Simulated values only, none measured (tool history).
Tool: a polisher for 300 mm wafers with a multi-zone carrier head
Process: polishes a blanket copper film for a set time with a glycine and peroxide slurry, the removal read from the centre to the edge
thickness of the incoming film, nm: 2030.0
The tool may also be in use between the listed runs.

run    day  flow of slurry (ml/min)  pressure of the head's centre zone  pressure of the head's middle zone  pressure of the head's edge zone  polishing time (s)  film removed at the wafer's centre (Å)  film removed at mid-radius (Å)  film removed at the wafer's edge (Å)
  1  0.000                      235                                1.00                                1.00                              1.00                  46                                  4105.6                          3908.5                                3848.0
  2  0.304                      225                                0.97                                0.95                              0.96                  41                                  3560.9                          3374.9                                3352.1
  3  0.450                      215                                0.95                                0.91                              0.95                  38                                  3187.8                          2998.2                                3088.7
  4  0.692                      215                                0.88                                0.91                              0.95                  38                                  2972.9                          2976.8                                3099.5
  5  0.929                      215                                0.88                                0.84                              0.95                  38                                  2932.1                          2819.5                                3072.1
     1.104  -- edge zone pressure recalibrated
  6  1.104                      215                                0.88                                0.84                              0.95                  47                                  3655.0                          3438.0                                3995.3
  7  1.142                      210                                0.89                                0.83                              0.92                  42                                  3315.8                          3044.9                                3503.1

Forecast run 8:
  8  1.475                      210                                0.90                                0.84                              0.93                  38                                       ?                               ?                                     ?

Run 8 gave film removed at the wafer's centre (Å) 2993.1, film removed at mid-radius (Å) 2778.7, film removed at the wafer's edge (Å) 3228.6.

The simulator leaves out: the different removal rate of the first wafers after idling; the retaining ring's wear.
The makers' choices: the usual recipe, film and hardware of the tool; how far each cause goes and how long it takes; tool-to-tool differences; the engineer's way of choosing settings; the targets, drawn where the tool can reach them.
